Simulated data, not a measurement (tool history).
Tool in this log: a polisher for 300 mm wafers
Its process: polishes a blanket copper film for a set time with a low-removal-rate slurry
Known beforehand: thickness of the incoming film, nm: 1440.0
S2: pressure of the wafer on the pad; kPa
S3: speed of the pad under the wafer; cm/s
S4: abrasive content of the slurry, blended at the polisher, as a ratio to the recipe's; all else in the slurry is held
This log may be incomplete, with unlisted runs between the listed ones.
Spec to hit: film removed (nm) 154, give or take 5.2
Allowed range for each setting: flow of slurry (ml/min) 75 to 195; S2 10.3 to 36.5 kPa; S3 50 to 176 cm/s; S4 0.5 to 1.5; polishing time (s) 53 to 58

run 1 hour=0 | flow_of_slurry_(ml/min)=125 S2=23.4 S3=112 S4=1 polishing_time_(s)=58 | film_removed_(nm)=194.99
run 2 hour=6.7 | flow_of_slurry_(ml/min)=125 S2=23.4 S3=130 S4=1 polishing_time_(s)=58 | film_removed_(nm)=226.76
run 3 hour=15.5 | flow_of_slurry_(ml/min)=125 S2=23.4 S3=130 S4=0.85 polishing_time_(s)=58 | film_removed_(nm)=216.48
run 4 hour=16.2 | flow_of_slurry_(ml/min)=125 S2=23.4 S3=130 S4=1.05 polishing_time_(s)=58 | film_removed_(nm)=236.35
run 5 hour=21.8 | flow_of_slurry_(ml/min)=120 S2=20.7 S3=130 S4=1.05 polishing_time_(s)=58 | film_removed_(nm)=204.95
run 6 hour=28.2 | flow_of_slurry_(ml/min)=120 S2=20.7 S3=130 S4=0.9 polishing_time_(s)=58 | film_removed_(nm)=195.29
run 7 hour=30.2 | flow_of_slurry_(ml/min)=115 S2=19.3 S3=130 S4=0.9 polishing_time_(s)=58 | film_removed_(nm)=182.18
run 8 hour=37.6 | flow_of_slurry_(ml/min)=110 S2=17.9 S3=130 S4=0.9 polishing_time_(s)=58 | film_removed_(nm)=167.18

Next run, 4 choices. One meets every target within its allowed miss, the rest don't. Which?
run A hour=45 | flow_of_slurry_(ml/min)=105 S2=19.3 S3=134 S4=0.95 polishing_time_(s)=57 | film_removed_(nm)=?
run B hour=45 | flow_of_slurry_(ml/min)=110 S2=16.5 S3=138 S4=1 polishing_time_(s)=53 | film_removed_(nm)=?
run C hour=45 | flow_of_slurry_(ml/min)=115 S2=17.9 S3=140 S4=0.85 polishing_time_(s)=58 | film_removed_(nm)=?
run D hour=45 | flow_of_slurry_(ml/min)=110 S2=17.9 S3=136 S4=0.75 polishing_time_(s)=58 | film_removed_(nm)=?

move=A film_removed_(nm)=182.45
move=B film_removed_(nm)=153.48
move=C film_removed_(nm)=178.96
move=D film_removed_(nm)=168.12
A: its largest miss is bigger than the last run's
B: hits every target within its allowed miss
C: its largest miss is bigger than the last run's
D: its largest miss is bigger than the last run's
B is the move that brings every result within its allowed miss.
